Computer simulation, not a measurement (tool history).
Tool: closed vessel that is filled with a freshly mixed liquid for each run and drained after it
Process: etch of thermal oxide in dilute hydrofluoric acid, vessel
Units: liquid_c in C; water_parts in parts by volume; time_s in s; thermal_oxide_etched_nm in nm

run	hour	liquid_c	water_parts	time_s	thermal_oxide_etched_nm
1	0	22	60	150	11.754
2	2.9	24.5	60	150	12.969
3	11	22.5	65	150	10.831
4	13.2	21	65	150	10.086
5	14.5	21	80	150	8.1363
6	16.1	21	80	160	8.7664
7	19.3	20.5	80	160	8.5514

Run 8 comes next. What will it give?
8	22.4	20	80	160	?

Run 8 gave thermal_oxide_etched_nm 8.3255 nm.
